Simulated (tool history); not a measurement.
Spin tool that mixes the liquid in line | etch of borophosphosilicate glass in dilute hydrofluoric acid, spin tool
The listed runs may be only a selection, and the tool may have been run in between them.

run	day	temperature setpoint of the liquid (C)	parts of water to one part of 49 % hydrofluoric acid (parts by volume)	time under the liquid (s)	thickness taken off the borophosphosilicate glass on a monitor wafer (angstrom)
1	0	21	170	20	73.749
2	0.179	24.5	170	20	84.283
3	0.312	24.5	220	20	61.516
4	0.508	24.5	260	20	50.221
5	0.55	24.5	200	20	69.314
6	0.833	24.5	150	20	96.381
7	0.896	25.5	140	20	110.83
8	1.138	26	135	20	116.05
9	1.271	26.5	130	20	126.15
10	1.346	27	130	20	126.61
11	1.475	27.5	130	20	129.92
12	1.512	28	130	20	133.2

Run 13 is up next; what results do you expect?
13	1.854	28.5	125	20	?

Logged for run 13: thickness taken off the borophosphosilicate glass on a monitor wafer (angstrom) 140.8.
